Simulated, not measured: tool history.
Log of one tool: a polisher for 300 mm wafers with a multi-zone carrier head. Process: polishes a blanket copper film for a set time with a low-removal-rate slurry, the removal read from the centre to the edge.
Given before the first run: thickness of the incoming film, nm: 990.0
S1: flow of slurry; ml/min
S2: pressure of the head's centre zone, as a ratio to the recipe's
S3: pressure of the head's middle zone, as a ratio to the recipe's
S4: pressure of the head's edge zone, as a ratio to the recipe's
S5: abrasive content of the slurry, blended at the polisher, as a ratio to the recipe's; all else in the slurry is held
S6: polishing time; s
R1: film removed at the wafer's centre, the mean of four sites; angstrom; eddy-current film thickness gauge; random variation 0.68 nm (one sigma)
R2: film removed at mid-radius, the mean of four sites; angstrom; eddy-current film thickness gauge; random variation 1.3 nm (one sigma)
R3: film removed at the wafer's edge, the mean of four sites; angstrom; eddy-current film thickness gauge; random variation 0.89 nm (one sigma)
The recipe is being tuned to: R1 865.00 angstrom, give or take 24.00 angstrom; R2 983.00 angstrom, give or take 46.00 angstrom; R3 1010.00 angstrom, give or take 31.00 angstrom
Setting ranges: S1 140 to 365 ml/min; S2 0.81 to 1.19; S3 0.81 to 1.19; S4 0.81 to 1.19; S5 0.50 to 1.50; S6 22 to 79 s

| run | hour | S1 | S2 | S3 | S4 | S5 | S6 | R1 | R2 | R3 |
|---|---|---|---|---|---|---|---|---|---|---|
| 1 | 0.0 | 235 | 1.00 | 1.00 | 1.00 | 1.00 | 50 | 1516.20 | 1501.60 | 1476.10 |
| 2 | 7.9 | 225 | 0.96 | 0.99 | 0.99 | 0.90 | 48 | 1353.50 | 1370.90 | 1402.70 |
| 3 | 9.1 | 225 | 0.96 | 0.99 | 0.99 | 1.05 | 48 | 1364.00 | 1420.60 | 1427.30 |
| 4 | 15.7 | 225 | 0.96 | 0.99 | 0.99 | 1.05 | 40 | 1146.10 | 1155.10 | 1185.00 |
| 5 | 18.7 | 225 | 0.96 | 0.99 | 0.99 | 1.10 | 40 | 1159.80 | 1192.70 | 1204.30 |
| 6 | 20.7 | 220 | 0.94 | 0.99 | 0.97 | 1.00 | 39 | 1090.50 | 1141.00 | 1146.10 |
| 7 | 25.6 | 220 | 0.94 | 0.99 | 0.97 | 1.00 | 39 | 1083.20 | 1142.70 | 1136.50 |
| 8 | 28.3 | 215 | 0.92 | 0.97 | 0.95 | 0.95 | 39 | 1030.70 | 1091.90 | 1110.40 |

Which single option among these 4 for the next run brings every result within its allowed miss of target? Just one does.
| A | 31.0 | 195 | 0.84 | 0.93 | 0.92 | 1.15 | 35 | ? | ? | ? |
| B | 31.0 | 175 | 0.96 | 0.94 | 1.00 | 1.15 | 31 | ? | ? | ? |
| C | 31.0 | 295 | 0.90 | 0.94 | 1.12 | 0.60 | 32 | ? | ? | ? |
| D | 31.0 | 245 | 0.88 | 1.00 | 0.90 | 0.95 | 33 | ? | ? | ? |

| move | R1 | R2 | R3 |
|---|---|---|---|
| A | 874.43 | 993.87 | 998.03 |
| B | 866.85 | 869.16 | 906.23 |
| C | 803.74 | 852.69 | 922.81 |
| D | 863.79 | 982.89 | 918.52 |
A: meets every target
B: meets the target for the result that was furthest off, but another lies outside its allowed miss
C: takes the result that was furthest off past its target
D: meets the target for the result that was furthest off, but another lies outside its allowed miss
The move that meets every target is A.
